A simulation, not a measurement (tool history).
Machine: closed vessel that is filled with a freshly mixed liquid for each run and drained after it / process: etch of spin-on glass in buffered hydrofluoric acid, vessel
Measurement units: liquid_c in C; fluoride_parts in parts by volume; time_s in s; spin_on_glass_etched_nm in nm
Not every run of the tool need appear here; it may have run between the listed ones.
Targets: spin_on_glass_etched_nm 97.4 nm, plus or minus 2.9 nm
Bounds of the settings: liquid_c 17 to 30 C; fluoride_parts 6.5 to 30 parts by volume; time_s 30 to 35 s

run  hour  liquid_c  fluoride_parts  time_s  spin_on_glass_etched_nm
  1     0        22            18.5      35                   60.506
  2   6.6        22            13.5      35                   82.057
  3   8.4        22            13.5      35                   82.846
  4  13.9      22.5            13.5      35                   84.797
  5  14.6      22.5              10      35                   112.94
  6  21.8        22              10      35                   110.58
  7  25.3      21.5              10      35                   108.67
  8  28.8        21              10      35                   105.52
  9  37.7      20.5              10      35                   101.51

Which single option among these 5 for the next run brings every result within its allowed miss of target? Just one does.
  A  46.6        22             9.5      30                        ?
  B  46.6      19.5             8.5      35                        ?
  C  46.6        22            10.5      35                        ?
  D  46.6        23              11      35                        ?
  E  46.6        17             7.5      35                        ?

move  spin_on_glass_etched_nm
   A                   98.987
   B                   110.61
   C                   106.63
   D                   107.67
   E                   109.96
A: meets every target
B: the biggest miss grows against the last run
C: the biggest miss grows against the last run
D: the biggest miss grows against the last run
E: the biggest miss grows against the last run
Move A is the one to make.
